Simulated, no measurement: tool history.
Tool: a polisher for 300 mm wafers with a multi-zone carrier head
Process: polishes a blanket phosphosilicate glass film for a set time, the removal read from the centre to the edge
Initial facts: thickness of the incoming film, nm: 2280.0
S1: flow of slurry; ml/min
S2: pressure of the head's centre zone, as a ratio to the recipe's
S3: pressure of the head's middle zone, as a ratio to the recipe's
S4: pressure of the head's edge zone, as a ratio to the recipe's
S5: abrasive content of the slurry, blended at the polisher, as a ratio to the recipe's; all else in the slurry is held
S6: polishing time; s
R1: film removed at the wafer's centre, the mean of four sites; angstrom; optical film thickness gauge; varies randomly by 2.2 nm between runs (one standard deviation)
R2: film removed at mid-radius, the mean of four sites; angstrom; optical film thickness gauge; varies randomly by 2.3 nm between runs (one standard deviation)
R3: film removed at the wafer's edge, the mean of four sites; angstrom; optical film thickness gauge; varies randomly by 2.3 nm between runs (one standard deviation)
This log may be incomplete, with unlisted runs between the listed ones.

run 1 hour=0.0 | S1=180 S2=1.00 S3=1.00 S4=1.00 S5=1.00 S6=36 | R1=4399.3 R2=4190.1 R3=4131.2
run 2 hour=7.6 | S1=180 S2=1.00 S3=1.00 S4=1.00 S5=0.85 S6=36 | R1=4095.6 R2=3970.3 R3=3980.5
run 3 hour=8.9 | S1=180 S2=1.03 S3=1.00 S4=0.96 S5=0.75 S6=35 | R1=3963.2 R2=3683.4 R3=3630.0
run 4 hour=14.3 | S1=180 S2=1.03 S3=1.00 S4=0.96 S5=0.60 S6=35 | R1=3678.7 R2=3451.6 R3=3308.8
run 5 hour=21.2 | S1=180 S2=0.96 S3=1.00 S4=0.96 S5=0.60 S6=35 | R1=3435.0 R2=3482.0 R3=3330.3
run 6 hour=23.3 | S1=180 S2=0.96 S3=1.00 S4=0.96 S5=0.60 S6=44 | R1=4343.8 R2=4347.8 R3=4205.3
run 7 hour=28.2 | S1=180 S2=0.98 S3=0.98 S4=0.93 S5=0.60 S6=42 | R1=4208.6 R2=4102.1 R3=3938.0
run 8 hour=32.7 | S1=180 S2=0.98 S3=0.98 S4=0.93 S5=0.60 S6=42 | R1=4203.8 R2=4100.4 R3=3941.6

Expected results for the next run?
run 9 hour=36.0 | S1=175 S2=1.00 S3=0.96 S4=0.90 S5=0.60 S6=40 | R1=? R2=? R3=?

Logged for run 9: R1 4045.0 angstrom, R2 3797.4 angstrom, R3 3770.2 angstrom.
